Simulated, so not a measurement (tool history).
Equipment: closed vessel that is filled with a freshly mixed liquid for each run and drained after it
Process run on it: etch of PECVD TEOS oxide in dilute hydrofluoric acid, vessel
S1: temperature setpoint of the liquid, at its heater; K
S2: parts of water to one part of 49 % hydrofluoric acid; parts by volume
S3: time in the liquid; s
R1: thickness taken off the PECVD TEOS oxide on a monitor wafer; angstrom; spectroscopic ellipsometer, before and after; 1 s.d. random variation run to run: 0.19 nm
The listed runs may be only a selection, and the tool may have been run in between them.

run  hour      S1   S2   S3      R1
  1   0.0  297.15  145  500  389.74
  2   0.5  297.15  145  530  412.21
  3   8.9  298.15  145  530  428.77
  4  12.8  299.15  145  530  440.98
     20.1  -- thermometer replaced
  5  20.1  299.15  145  500  391.30
  6  24.1  299.15  145  530  415.02
  7  24.7  299.15  140  530  433.95
  8  26.7  299.15  135  530  450.10
  9  27.7  299.15  130  530  468.72

What does the tool deliver on the next run?
 10  33.7  299.65  130  530   ?

R1: 479.45 angstrom
